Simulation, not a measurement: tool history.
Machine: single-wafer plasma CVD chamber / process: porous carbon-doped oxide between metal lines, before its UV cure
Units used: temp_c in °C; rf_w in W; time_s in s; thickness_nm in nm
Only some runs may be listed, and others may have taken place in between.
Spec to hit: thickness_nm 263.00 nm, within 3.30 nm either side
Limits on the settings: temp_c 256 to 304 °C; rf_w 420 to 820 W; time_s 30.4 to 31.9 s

run  hour  temp_c  rf_w  time_s  thickness_nm
  1   0.0     280   620    31.9        219.09
  2   1.8     280   620    30.4        208.38
  3   9.6     277   635    30.4        216.64
  4  14.4     277   635    30.4        217.88
  5  19.9     277   635    31.9        227.03
  6  26.5     277   635    30.4        217.40
  7  27.4     274   645    30.4        224.13
  8  34.6     271   650    30.4        229.26

Which one of the following 5 next-run settings gets every result inside its allowed miss? There is exactly one.
  A  41.8     283   585    30.4             ?
  B  41.8     266   690    31.9             ?
  C  41.8     274   710    31.4             ?
  D  41.8     261   650    31.9             ?
  E  41.8     284   715    31.9             ?

move  thickness_nm
   A        194.49
   B        262.80
   C        253.55
   D        256.20
   E        244.97
A: lands further from the targets than the last run did
B: meets every target
C: closes in on the targets versus the last run, not all within tolerance yet
D: closes in on the targets versus the last run, not all within tolerance yet
E: closes in on the targets versus the last run, not all within tolerance yet
The right move is B.

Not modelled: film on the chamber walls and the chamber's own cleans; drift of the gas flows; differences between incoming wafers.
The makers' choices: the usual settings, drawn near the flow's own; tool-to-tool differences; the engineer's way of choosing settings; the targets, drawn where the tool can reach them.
